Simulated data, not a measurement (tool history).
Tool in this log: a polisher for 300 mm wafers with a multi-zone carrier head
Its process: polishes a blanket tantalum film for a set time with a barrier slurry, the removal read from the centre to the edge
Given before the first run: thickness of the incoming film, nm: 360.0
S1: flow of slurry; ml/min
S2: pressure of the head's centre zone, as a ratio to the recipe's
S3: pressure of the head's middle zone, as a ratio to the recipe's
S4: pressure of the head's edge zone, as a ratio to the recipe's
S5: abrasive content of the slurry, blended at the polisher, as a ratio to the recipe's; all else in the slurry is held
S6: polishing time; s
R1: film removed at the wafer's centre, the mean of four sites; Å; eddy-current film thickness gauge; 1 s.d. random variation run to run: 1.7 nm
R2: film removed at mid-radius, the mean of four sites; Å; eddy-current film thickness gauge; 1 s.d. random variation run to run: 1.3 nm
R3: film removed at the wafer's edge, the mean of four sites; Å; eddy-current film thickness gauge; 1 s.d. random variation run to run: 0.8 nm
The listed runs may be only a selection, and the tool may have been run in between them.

run    day   S1    S2    S3    S4    S5  S6       R1       R2       R3
  1  0.000  255  1.00  1.00  1.00  1.00  64   965.45   985.94   984.88
  2  0.258  260  1.01  1.01  1.02  1.05  64  1008.00   991.45  1006.00
  3  0.529  265  1.01  1.03  1.03  1.10  64  1021.10  1034.30  1024.80
  4  0.775  270  1.01  1.04  1.04  1.15  64  1045.20  1048.40  1045.20
  5  0.842  270  1.01  1.04  1.04  0.95  64   972.79  1013.50  1002.80
  6  1.075  270  1.07  1.04  1.04  0.95  64  1027.80  1011.10   993.26
  7  1.212  275  1.07  1.05  1.05  1.00  64  1016.80  1043.30  1005.80
  8  1.446  280  1.07  1.06  1.06  1.05  64  1030.90  1065.20  1039.50
  9  1.612  280  1.08  1.07  1.06  1.10  64  1053.70  1083.80  1053.40
 10  1.696  285  1.09  1.08  1.06  1.15  64  1131.90  1104.00  1048.50
 11  1.746  290  1.09  1.09  1.07  1.20  64  1104.20  1125.50  1084.30

Expected results for the next run?
 12  1.888  295  1.10  1.10  1.08  1.25  64   ?   ?   ?

{"run 12": {"R1": 1154.7, "R2": 1147.6, "R3": 1102.8}}
